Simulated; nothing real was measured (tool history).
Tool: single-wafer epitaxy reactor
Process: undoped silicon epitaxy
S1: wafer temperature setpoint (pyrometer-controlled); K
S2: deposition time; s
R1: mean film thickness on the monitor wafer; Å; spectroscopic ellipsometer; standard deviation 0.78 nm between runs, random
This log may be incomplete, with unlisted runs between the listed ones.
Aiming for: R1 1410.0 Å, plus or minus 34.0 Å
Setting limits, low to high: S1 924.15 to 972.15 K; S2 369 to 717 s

run  hour      S1   S2      R1
  1   0.0  948.15  543  1599.9
  2   1.0  947.15  543  1565.4
  3   7.4  947.15  613  1759.4
  4  13.2  955.15  613  2052.9
  5  17.9  955.15  644  2168.3
  6  23.5  955.15  687  2288.4
  7  30.9  951.15  685  2130.6
  8  39.2  947.15  684  1966.7
  9  39.7  944.15  683  1870.7
 10  43.4  941.15  682  1766.0
 11  50.0  939.15  681  1709.1
 12  58.0  937.15  680  1626.4

4 candidate next runs follow, results not yet known. Just one meets every target within its allowed miss. Identify it.
  A  66.0  943.15  717   ?
  B  66.0  945.15  717   ?
  C  66.0  933.15  638   ?
  D  66.0  944.15  660   ?

move      R1
   A  1928.7
   B  2000.7
   C  1426.1
   D  1808.2
A: lands further from the targets than the last run did
B: lands further from the targets than the last run did
C: every result within its allowed miss
D: lands further from the targets than the last run did
Answer: C
